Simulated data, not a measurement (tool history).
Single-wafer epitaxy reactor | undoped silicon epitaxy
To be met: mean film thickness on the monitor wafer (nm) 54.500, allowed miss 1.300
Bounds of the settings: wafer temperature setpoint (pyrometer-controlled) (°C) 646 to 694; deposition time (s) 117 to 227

run	hour	wafer temperature setpoint (pyrometer-controlled) (°C)	deposition time (s)	mean film thickness on the monitor wafer (nm)
1	0.0	670	172	46.147
2	4.9	671	172	47.478
3	7.0	663	172	39.030
4	13.6	666	172	41.915
5	19.3	661	172	37.466
6	28.2	666	172	42.124
7	37.0	668	172	44.132
8	42.2	670	172	45.960
9	45.0	671	172	47.406
10	48.6	679	173	57.432
11	52.6	678	173	56.045

Which of these 4 next moves meets every target?
A	56.6	675	171	?
B	56.6	679	177	?
C	56.6	677	174	?
D	56.6	677	182	?

move	mean film thickness on the monitor wafer (nm)
A	51.470
B	58.406
C	54.843
D	57.364
A: takes the result that was furthest off past its target
B: further off than the last run
C: meets every target
D: further off than the last run
The right move is C.
